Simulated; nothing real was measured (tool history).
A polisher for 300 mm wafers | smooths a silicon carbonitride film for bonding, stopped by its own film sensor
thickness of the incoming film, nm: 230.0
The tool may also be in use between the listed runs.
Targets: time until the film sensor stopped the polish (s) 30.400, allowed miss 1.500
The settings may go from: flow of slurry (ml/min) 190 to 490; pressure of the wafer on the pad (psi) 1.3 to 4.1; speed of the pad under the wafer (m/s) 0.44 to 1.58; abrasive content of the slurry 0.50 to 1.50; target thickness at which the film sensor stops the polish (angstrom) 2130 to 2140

| run | day | flow of slurry (ml/min) | pressure of the wafer on the pad (psi) | speed of the pad under the wafer (m/s) | abrasive content of the slurry | target thickness at which the film sensor stops the polish (angstrom) | time until the film sensor stopped the polish (s) |
|---|---|---|---|---|---|---|---|
| 1 | 0.000 | 315 | 2.7 | 1.00 | 1.00 | 2130 | 48.167 |
| 2 | 0.296 | 315 | 2.9 | 1.02 | 1.00 | 2130 | 46.011 |
| 3 | 0.596 | 315 | 3.1 | 1.06 | 1.00 | 2130 | 41.807 |
| 4 | 0.942 | 250 | 3.1 | 1.06 | 1.00 | 2130 | 42.380 |
| 5 | 1.029 | 250 | 3.1 | 1.20 | 1.00 | 2130 | 39.285 |
| 6 | 1.129 | 250 | 3.2 | 1.20 | 1.00 | 2130 | 38.743 |
| 7 | 1.479 | 250 | 3.3 | 1.22 | 1.00 | 2130 | 37.079 |
| 8 | 1.746 | 250 | 3.9 | 1.24 | 1.00 | 2130 | 31.946 |

4 next moves are on the table. One of them brings every result within its allowed miss. Which?
| A | 2.012 | 305 | 3.6 | 1.20 | 0.95 | 2130 | ? |
| B | 2.012 | 240 | 4.0 | 1.16 | 0.90 | 2130 | ? |
| C | 2.012 | 355 | 3.3 | 1.18 | 1.05 | 2140 | ? |
| D | 2.012 | 250 | 4.0 | 1.26 | 1.05 | 2130 | ? |

| move | time until the film sensor stopped the polish (s) |
|---|---|
| A | 34.434 |
| B | 33.560 |
| C | 33.567 |
| D | 30.116 |
A: further off than the last run
B: further off than the last run
C: further off than the last run
D: meets every target
The right move is D.

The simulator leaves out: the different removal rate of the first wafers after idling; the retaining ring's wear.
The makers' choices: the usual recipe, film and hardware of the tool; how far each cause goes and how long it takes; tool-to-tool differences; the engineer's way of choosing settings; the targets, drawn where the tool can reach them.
